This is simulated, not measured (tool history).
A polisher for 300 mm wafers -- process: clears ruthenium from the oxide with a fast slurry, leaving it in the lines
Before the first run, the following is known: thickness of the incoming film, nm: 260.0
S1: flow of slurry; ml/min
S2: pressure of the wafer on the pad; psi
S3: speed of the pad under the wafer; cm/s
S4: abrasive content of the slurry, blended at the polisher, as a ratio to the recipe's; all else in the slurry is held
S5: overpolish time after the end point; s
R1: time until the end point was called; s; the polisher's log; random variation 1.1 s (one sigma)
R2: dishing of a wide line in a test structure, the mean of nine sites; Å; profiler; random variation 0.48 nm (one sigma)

run 1 hour=0 | S1=210 S2=2.9 S3=118 S4=1 S5=27 | R1=55.731 R2=917.83
run 2 hour=8.3 | S1=210 S2=2.9 S3=118 S4=1.2 S5=27 | R1=50.103 R2=989.03
run 3 hour=14.5 | S1=210 S2=2.9 S3=118 S4=1.05 S5=27 | R1=54.63 R2=931.36
run 4 hour=21.7 | S1=210 S2=2.9 S3=94 S4=1.05 S5=27 | R1=66.004 R2=798.58
run 5 hour=27.6 | S1=210 S2=2.4 S3=94 S4=1.05 S5=27 | R1=77.751 R2=673.69
run 6 hour=34.2 | S1=210 S2=2.4 S3=66 S4=1.05 S5=27 | R1=107.69 R2=537.14
run 7 hour=41.5 | S1=200 S2=2.3 S3=80 S4=1 S5=21 | R1=96.637 R2=443.08
run 8 hour=46.4 | S1=200 S2=2.5 S3=84 S4=0.95 S5=17 | R1=87.383 R2=410.77

Run 9 is up next; what results do you expect?
run 9 hour=51.3 | S1=200 S2=2.6 S3=86 S4=0.95 S5=15 | R1=? R2=?

{"run 9": {"R1": 80.258, "R2": 379.87}}
